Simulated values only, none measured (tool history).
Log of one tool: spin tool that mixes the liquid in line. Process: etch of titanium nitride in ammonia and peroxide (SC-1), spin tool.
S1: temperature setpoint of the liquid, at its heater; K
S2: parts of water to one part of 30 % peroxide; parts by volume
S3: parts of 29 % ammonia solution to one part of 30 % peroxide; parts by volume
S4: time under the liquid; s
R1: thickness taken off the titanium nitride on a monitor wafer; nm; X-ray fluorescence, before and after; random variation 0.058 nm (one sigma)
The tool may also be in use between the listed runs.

{"run": 1, "hour": 0.0, "S1": 324.15, "S2": 16.0, "S3": 0.5, "S4": 115, "R1": 6.3996}
{"run": 2, "hour": 1.6, "S1": 324.15, "S2": 20.0, "S3": 0.5, "S4": 115, "R1": 5.6004}
{"run": 3, "hour": 5.6, "S1": 324.15, "S2": 15.5, "S3": 0.5, "S4": 115, "R1": 6.4984}
{"run": 4, "hour": 6.6, "S1": 324.15, "S2": 15.5, "S3": 0.3, "S4": 115, "R1": 5.8741}
{"hour": 10.9, "done": "new drum of ammonia solution connected"}
{"run": 5, "hour": 10.9, "S1": 327.15, "S2": 15.5, "S3": 0.3, "S4": 115, "R1": 7.4187}
{"run": 6, "hour": 14.0, "S1": 328.65, "S2": 15.5, "S3": 0.3, "S4": 115, "R1": 8.1274}
{"run": 7, "hour": 16.5, "S1": 329.65, "S2": 15.5, "S3": 0.3, "S4": 115, "R1": 8.6834}

The next listed run, before its measurement:
{"run": 8, "hour": 19.2, "S1": 335.15, "S2": 15.5, "S3": 0.3, "S4": 115, "R1": "?"}

{"run 8": {"R1": 12.626}}

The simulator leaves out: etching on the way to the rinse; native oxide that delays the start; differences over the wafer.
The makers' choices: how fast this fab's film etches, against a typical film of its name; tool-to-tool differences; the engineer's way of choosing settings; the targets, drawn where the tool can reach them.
